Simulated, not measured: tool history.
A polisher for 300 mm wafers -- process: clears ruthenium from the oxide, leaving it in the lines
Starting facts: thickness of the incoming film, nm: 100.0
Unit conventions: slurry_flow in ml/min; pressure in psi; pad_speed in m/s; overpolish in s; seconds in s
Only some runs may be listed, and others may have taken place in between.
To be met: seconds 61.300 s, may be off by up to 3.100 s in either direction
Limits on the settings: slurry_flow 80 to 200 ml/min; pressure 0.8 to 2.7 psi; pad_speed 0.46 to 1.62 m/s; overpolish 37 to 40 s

run 1 day=0.000 | slurry_flow=130 pressure=1.7 pad_speed=1.04 overpolish=37 | seconds=111.300
run 2 day=0.304 | slurry_flow=115 pressure=1.7 pad_speed=1.04 overpolish=37 | seconds=109.330
run 3 day=0.617 | slurry_flow=115 pressure=1.9 pad_speed=1.04 overpolish=37 | seconds=101.640
run 4 day=0.821 | slurry_flow=90 pressure=1.9 pad_speed=1.04 overpolish=37 | seconds=107.230
run 5 day=0.988 | slurry_flow=90 pressure=1.9 pad_speed=1.04 overpolish=40 | seconds=107.210
run 6 day=1.196 | slurry_flow=90 pressure=1.9 pad_speed=1.18 overpolish=40 | seconds=92.518
run 7 day=1.442 | slurry_flow=105 pressure=2.4 pad_speed=1.22 overpolish=40 | seconds=70.443
run 8 day=1.592 | slurry_flow=110 pressure=2.6 pad_speed=1.22 overpolish=40 | seconds=65.136

Which one of the following 4 next-run settings gets every result inside its allowed miss? There is exactly one.
run A day=1.742 | slurry_flow=80 pressure=2.7 pad_speed=1.32 overpolish=37 | seconds=?
run B day=1.742 | slurry_flow=145 pressure=2.7 pad_speed=1.30 overpolish=37 | seconds=?
run C day=1.742 | slurry_flow=110 pressure=2.5 pad_speed=1.18 overpolish=40 | seconds=?
run D day=1.742 | slurry_flow=120 pressure=1.9 pad_speed=1.34 overpolish=40 | seconds=?

move=A seconds=61.136
move=B seconds=54.778
move=C seconds=68.339
move=D seconds=77.565
A: meets every target
B: the result that was furthest off in the last run now lies on the other side of its target
C: further off than the last run
D: further off than the last run
Go with A: it meets all targets.

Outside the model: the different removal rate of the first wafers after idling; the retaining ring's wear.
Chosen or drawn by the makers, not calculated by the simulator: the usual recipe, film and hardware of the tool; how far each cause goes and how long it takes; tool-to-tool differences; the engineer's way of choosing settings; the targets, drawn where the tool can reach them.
